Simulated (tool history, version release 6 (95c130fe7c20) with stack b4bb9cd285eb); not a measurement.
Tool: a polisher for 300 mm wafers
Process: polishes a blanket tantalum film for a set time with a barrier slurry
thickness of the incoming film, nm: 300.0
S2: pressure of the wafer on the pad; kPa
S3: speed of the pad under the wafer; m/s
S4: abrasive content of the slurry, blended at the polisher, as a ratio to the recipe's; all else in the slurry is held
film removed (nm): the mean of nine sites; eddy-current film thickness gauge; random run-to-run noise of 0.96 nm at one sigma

Run 1, hour 0.0: flow of slurry (ml/min) 235, S2 14.5 kPa, S3 1.20 m/s, S4 1.0, polishing time (s) 28. Result: film removed (nm) 46.886.
Run 2, hour 3.6: flow of slurry (ml/min) 235, S2 15.2 kPa, S3 1.20 m/s, S4 1.0, polishing time (s) 28. Result: film removed (nm) 49.047.
Run 3, hour 8.0: flow of slurry (ml/min) 235, S2 15.9 kPa, S3 1.20 m/s, S4 1.0, polishing time (s) 28. Result: film removed (nm) 51.003.
Run 4, hour 12.8: flow of slurry (ml/min) 235, S2 14.5 kPa, S3 1.20 m/s, S4 1.0, polishing time (s) 28. Result: film removed (nm) 48.489.
Run 5, hour 16.1: flow of slurry (ml/min) 185, S2 14.5 kPa, S3 1.20 m/s, S4 1.0, polishing time (s) 28. Result: film removed (nm) 44.727.
Run 6, hour 18.8: flow of slurry (ml/min) 185, S2 14.5 kPa, S3 1.34 m/s, S4 1.0, polishing time (s) 28. Result: film removed (nm) 48.621.
Run 7, hour 26.8: flow of slurry (ml/min) 195, S2 15.2 kPa, S3 1.34 m/s, S4 1.0, polishing time (s) 28. Result: film removed (nm) 51.128.
Run 8, hour 32.6: flow of slurry (ml/min) 205, S2 15.9 kPa, S3 1.34 m/s, S4 1.0, polishing time (s) 28. Result: film removed (nm) 54.299.
Run 9, hour 35.9: flow of slurry (ml/min) 215, S2 16.5 kPa, S3 1.34 m/s, S4 1.0, polishing time (s) 28. Result: film removed (nm) 56.968.

What does the tool deliver on the next run?
Run 10, hour 43.9: flow of slurry (ml/min) 225, S2 17.2 kPa, S3 1.34 m/s, S4 1.0, polishing time (s) 28. Result: film removed (nm) ?.

Run 10 measured film removed (nm) 59.241.
